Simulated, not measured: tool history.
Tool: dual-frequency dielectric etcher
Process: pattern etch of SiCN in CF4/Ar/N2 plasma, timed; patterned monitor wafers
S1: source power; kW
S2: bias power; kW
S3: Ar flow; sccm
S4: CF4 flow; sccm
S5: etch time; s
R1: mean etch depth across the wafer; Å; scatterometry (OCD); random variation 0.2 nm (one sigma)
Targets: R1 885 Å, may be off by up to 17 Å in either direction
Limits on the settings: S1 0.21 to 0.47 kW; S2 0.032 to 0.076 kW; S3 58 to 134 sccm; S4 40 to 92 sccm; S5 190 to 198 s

run,day,S1,S2,S3,S4,S5,R1
1,0,0.34,0.054,96,66,190,1113.7
2,0.288,0.34,0.045,96,66,190,1067.2
3,0.458,0.33,0.045,96,66,190,1031.1
4,0.638,0.33,0.045,96,78,190,1066.8
5,0.892,0.32,0.045,96,78,190,1026.8
6,1.112,0.31,0.045,96,78,190,997.94
7,1.246,0.3,0.045,96,78,190,968.88
8,1.6,0.3,0.045,96,78,190,966.4
9,1.829,0.29,0.045,96,78,190,936.2

Which of these 5 next moves meets every target?
A,2.058,0.29,0.056,108,85,190,?
B,2.058,0.31,0.044,97,73,194,?
C,2.058,0.3,0.041,96,82,196.5,?
D,2.058,0.29,0.045,122,76,190,?
E,2.058,0.31,0.039,97,72,195.5,?

move,R1
A,984.01
B,1005.1
C,990.72
D,894
E,982.83
A: further off than the last run
B: further off than the last run
C: further off than the last run
D: meets every target
E: further off than the last run
Go with D: it meets all targets.
